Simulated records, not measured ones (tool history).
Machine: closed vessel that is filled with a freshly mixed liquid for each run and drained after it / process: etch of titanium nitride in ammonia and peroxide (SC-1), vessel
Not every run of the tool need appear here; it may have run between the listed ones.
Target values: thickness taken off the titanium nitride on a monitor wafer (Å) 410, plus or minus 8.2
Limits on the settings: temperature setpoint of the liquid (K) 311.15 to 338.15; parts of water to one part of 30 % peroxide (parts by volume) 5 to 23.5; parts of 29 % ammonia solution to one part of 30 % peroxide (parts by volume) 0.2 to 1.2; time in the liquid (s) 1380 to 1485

run  hour  temperature setpoint of the liquid (K)  parts of water to one part of 30 % peroxide (parts by volume)  parts of 29 % ammonia solution to one part of 30 % peroxide (parts by volume)  time in the liquid (s)  thickness taken off the titanium nitride on a monitor wafer (Å)
  1     0                                  322.15                                                             13                                                                           0.85                    1380                                                           922.73
  2   1.7                                  320.65                                                             13                                                                           0.85                    1380                                                           832.25
  3   7.8                                  319.15                                                             13                                                                           0.85                    1380                                                           744.72
  4  16.5                                  318.15                                                             13                                                                           0.85                    1380                                                           691.51
  5  20.9                                  317.15                                                             13                                                                           0.85                    1380                                                           642.55
  6  24.9                                  323.65                                                             13                                                                           0.85                    1380                                                           1019.4
  7  29.8                                  321.65                                                             13                                                                           0.85                    1380                                                           895.69
  8  34.7                                  320.15                                                             13                                                                           0.85                    1380                                                           794.72
  9  43.3                                  318.65                                                             13                                                                           0.85                    1380                                                           720.19
 10  45.6                                  317.65                                                             13                                                                           0.85                    1380                                                           670.38
 11  46.8                                  316.65                                                             13                                                                           0.85                    1380                                                           629.47
 12  51.9                                  311.15                                                           14.5                                                                           0.85                    1380                                                            394.9

Exercise: of the 4 proposed moves below, exactly one satisfies all targets within the stated allowed misses. Which move is it?
  A    57                                  311.65                                                             17                                                                           0.85                    1380                                                                ?
  B    57                                  311.65                                                           16.5                                                                           0.85                    1485                                                                ?
  C    57                                  311.65                                                             17                                                                           1.05                    1380                                                                ?
  D    57                                  311.15                                                           14.5                                                                            0.8                    1390                                                                ?

move  thickness taken off the titanium nitride on a monitor wafer (Å)
   A                                                           373.98
   B                                                           408.98
   C                                                           387.66
   D                                                           391.11
A: the biggest miss grows against the last run
B: in spec on every target
C: the biggest miss grows against the last run
D: the biggest miss grows against the last run
The right move is B.
